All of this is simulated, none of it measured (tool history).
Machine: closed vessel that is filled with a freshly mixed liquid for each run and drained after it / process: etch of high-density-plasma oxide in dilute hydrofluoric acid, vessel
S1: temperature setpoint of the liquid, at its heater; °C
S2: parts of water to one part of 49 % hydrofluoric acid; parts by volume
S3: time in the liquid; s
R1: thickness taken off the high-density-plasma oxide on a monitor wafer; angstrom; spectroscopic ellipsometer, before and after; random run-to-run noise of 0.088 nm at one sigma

| run | hour | S1 | S2 | S3 | R1 |
|---|---|---|---|---|---|
| 1 | 0.0 | 23.0 | 265 | 505 | 116.200 |
| 2 | 9.6 | 23.0 | 350 | 505 | 80.904 |
| 3 | 17.2 | 23.0 | 350 | 505 | 81.065 |
| 4 | 23.8 | 25.0 | 335 | 505 | 91.297 |
| 5 | 29.7 | 28.5 | 335 | 505 | 102.070 |
| 6 | 35.0 | 31.0 | 335 | 505 | 111.530 |
| 7 | 44.2 | 31.0 | 325 | 505 | 116.250 |
| 8 | 53.0 | 31.0 | 315 | 505 | 121.290 |
| 9 | 57.0 | 31.0 | 305 | 505 | 126.990 |

Run 10, settings as shown, results not yet in. Your forecast:
| 10 | 66.6 | 31.0 | 300 | 505 | ? |

Run 10 gave R1 128.850 angstrom.
